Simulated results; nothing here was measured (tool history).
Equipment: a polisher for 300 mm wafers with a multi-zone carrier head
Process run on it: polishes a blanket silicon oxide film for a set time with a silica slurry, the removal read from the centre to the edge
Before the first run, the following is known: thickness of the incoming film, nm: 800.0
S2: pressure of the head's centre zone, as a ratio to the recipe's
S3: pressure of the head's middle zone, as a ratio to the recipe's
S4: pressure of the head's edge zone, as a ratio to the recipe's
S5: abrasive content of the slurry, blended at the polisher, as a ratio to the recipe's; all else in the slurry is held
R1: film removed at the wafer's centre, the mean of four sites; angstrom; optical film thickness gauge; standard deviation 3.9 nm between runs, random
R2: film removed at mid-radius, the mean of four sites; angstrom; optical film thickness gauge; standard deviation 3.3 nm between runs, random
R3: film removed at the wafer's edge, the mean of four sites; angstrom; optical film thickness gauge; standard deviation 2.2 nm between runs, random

run 1 hour=0 | flow_of_slurry_(ml/min)=185 S2=1 S3=1 S4=1 S5=1 polishing_time_(s)=75 | R1=2512.3 R2=2545.9 R3=2611.1
run 2 hour=3.5 | flow_of_slurry_(ml/min)=165 S2=1 S3=1 S4=1 S5=1 polishing_time_(s)=75 | R1=2551.2 R2=2561.2 R3=2559.6
run 3 hour=9.8 | flow_of_slurry_(ml/min)=180 S2=1.02 S3=1.01 S4=1.03 S5=1.05 polishing_time_(s)=75 | R1=2680 R2=2683.1 R3=2673.1
run 4 hour=17.6 | flow_of_slurry_(ml/min)=195 S2=1.03 S3=1 S4=1.06 S5=1.05 polishing_time_(s)=75 | R1=2719.1 R2=2666.9 R3=2746.1
run 5 hour=26.3 | flow_of_slurry_(ml/min)=205 S2=1.04 S3=1 S4=1.08 S5=1.05 polishing_time_(s)=75 | R1=2764.1 R2=2662.5 R3=2771.2
run 6 hour=34.8 | flow_of_slurry_(ml/min)=210 S2=1.04 S3=1 S4=1.1 S5=1.05 polishing_time_(s)=75 | R1=2783.5 R2=2656.3 R3=2820.1
run 7 hour=36.2 | flow_of_slurry_(ml/min)=215 S2=1.04 S3=1.01 S4=1.11 S5=1.05 polishing_time_(s)=75 | R1=2797.7 R2=2670.7 R3=2853.1
run 8 hour=44.6 | flow_of_slurry_(ml/min)=220 S2=1.04 S3=1.02 S4=1.12 S5=1.05 polishing_time_(s)=75 | R1=2775.2 R2=2708.5 R3=2865

Expected results for the next run?
run 9 hour=51.2 | flow_of_slurry_(ml/min)=225 S2=1.05 S3=1.03 S4=1.13 S5=1.05 polishing_time_(s)=75 | R1=? R2=? R3=?

Logged for run 9: R1 2799.8 angstrom, R2 2746.5 angstrom, R3 2844.4 angstrom.
